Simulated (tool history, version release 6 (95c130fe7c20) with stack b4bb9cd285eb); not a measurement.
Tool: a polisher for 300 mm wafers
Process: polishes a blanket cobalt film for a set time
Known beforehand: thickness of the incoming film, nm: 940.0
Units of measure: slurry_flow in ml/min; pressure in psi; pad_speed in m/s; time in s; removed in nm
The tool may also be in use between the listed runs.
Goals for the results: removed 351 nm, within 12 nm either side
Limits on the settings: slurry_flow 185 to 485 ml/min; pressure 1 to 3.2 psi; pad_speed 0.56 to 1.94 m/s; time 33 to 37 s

Run 1, day 0: slurry_flow 310 ml/min, pressure 2.1 psi, pad_speed 1.24 m/s, time 37 s. Result: removed 252.74 nm.
Run 2, day 0.288: slurry_flow 310 ml/min, pressure 2.1 psi, pad_speed 1.54 m/s, time 37 s. Result: removed 319.19 nm.
Run 3, day 0.608: slurry_flow 310 ml/min, pressure 1.8 psi, pad_speed 1.54 m/s, time 37 s. Result: removed 276.64 nm.
Run 4, day 0.933: slurry_flow 310 ml/min, pressure 1.8 psi, pad_speed 1.26 m/s, time 37 s. Result: removed 225.79 nm.
Run 5, day 1.121: slurry_flow 310 ml/min, pressure 2.1 psi, pad_speed 1.26 m/s, time 37 s. Result: removed 256.79 nm.
Run 6, day 1.346: slurry_flow 310 ml/min, pressure 2.3 psi, pad_speed 1.26 m/s, time 37 s. Result: removed 280.48 nm.
Run 7, day 1.454: slurry_flow 310 ml/min, pressure 2.4 psi, pad_speed 1.26 m/s, time 37 s. Result: removed 293.65 nm.
Run 8, day 1.538: slurry_flow 310 ml/min, pressure 2.8 psi, pad_speed 1.28 m/s, time 37 s. Result: removed 334.43 nm.

5 candidate next runs follow, results not yet known. Just one meets every target within its allowed miss. Identify it.
Run A, day 1.621: slurry_flow 265 ml/min, pressure 3 psi, pad_speed 1.26 m/s, time 34 s. Result: removed ?.
Run B, day 1.621: slurry_flow 320 ml/min, pressure 2.7 psi, pad_speed 1.26 m/s, time 37 s. Result: removed ?.
Run C, day 1.621: slurry_flow 215 ml/min, pressure 2.7 psi, pad_speed 1.28 m/s, time 37 s. Result: removed ?.
Run D, day 1.621: slurry_flow 330 ml/min, pressure 2.8 psi, pad_speed 1.52 m/s, time 33 s. Result: removed ?.
Run E, day 1.621: slurry_flow 365 ml/min, pressure 2.9 psi, pad_speed 1.2 m/s, time 37 s. Result: removed ?.

move  removed
   A   319.24
   B    322.2
   C   316.26
   D   356.58
   E   329.72
A: further off than the last run
B: further off than the last run
C: further off than the last run
D: meets every target
E: further off than the last run
Go with D: it meets all targets.

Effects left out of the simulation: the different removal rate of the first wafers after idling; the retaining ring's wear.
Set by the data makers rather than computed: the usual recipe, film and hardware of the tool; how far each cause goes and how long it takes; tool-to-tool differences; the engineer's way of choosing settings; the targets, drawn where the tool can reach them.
